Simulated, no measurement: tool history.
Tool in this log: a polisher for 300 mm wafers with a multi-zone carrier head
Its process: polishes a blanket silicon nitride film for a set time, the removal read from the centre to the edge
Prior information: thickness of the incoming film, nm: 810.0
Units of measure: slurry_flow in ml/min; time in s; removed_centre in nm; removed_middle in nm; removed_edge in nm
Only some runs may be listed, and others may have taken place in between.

run,day,slurry_flow,centre_zone,middle_zone,edge_zone,time,removed_centre,removed_middle,removed_edge
1,0.000,275,1.00,1.00,1.00,49,82.059,78.540,79.328
2,0.025,280,0.99,1.03,1.05,53,87.933,88.764,88.314
3,0.179,285,0.99,1.04,1.09,56,93.500,95.050,94.847
4,0.367,290,0.98,1.04,1.12,58,95.221,99.047,99.167
5,0.438,290,0.98,1.04,1.14,60,99.672,100.280,104.510
6,0.558,325,0.98,1.04,1.14,60,98.806,102.660,104.790
7,0.583,325,0.98,1.05,1.15,61,99.633,103.720,107.960

Run 8 comes next. What will it give?
8,0.829,330,0.99,1.07,1.16,62,?,?,?

Run 8 gave removed_centre 104.070 nm, removed_middle 110.160 nm, removed_edge 110.080 nm.
